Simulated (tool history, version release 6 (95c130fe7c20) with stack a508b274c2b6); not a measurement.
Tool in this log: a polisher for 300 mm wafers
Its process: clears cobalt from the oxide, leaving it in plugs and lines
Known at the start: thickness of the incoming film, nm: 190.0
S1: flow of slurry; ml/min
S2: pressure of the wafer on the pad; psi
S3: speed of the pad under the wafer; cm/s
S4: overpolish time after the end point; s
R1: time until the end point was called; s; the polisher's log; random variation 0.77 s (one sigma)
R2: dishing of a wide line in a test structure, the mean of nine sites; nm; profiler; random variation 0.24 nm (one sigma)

| run | hour | S1 | S2 | S3 | S4 | R1 | R2 |
|---|---|---|---|---|---|---|---|
| 1 | 0.0 | 180 | 2.3 | 116 | 18 | 31.853 | 40.723 |
| 2 | 4.8 | 145 | 2.3 | 116 | 18 | 32.038 | 40.257 |
| 3 | 10.9 | 135 | 2.1 | 114 | 14 | 37.220 | 35.720 |
| 4 | 14.9 | 135 | 2.6 | 114 | 14 | 28.297 | 37.954 |
| 5 | 22.2 | 130 | 2.6 | 98 | 12 | 33.908 | 34.436 |
| 6 | 30.4 | 110 | 2.6 | 98 | 12 | 35.346 | 34.211 |
| 7 | 37.6 | 110 | 2.7 | 86 | 10 | 36.731 | 30.848 |
| 8 | 43.7 | 110 | 2.8 | 76 | 9 | 38.004 | 28.018 |

For run 9, what comes out?
| 9 | 47.3 | 120 | 2.8 | 70 | 8 | ? | ? |

R1: 40.425 s
R2: 25.528 nm
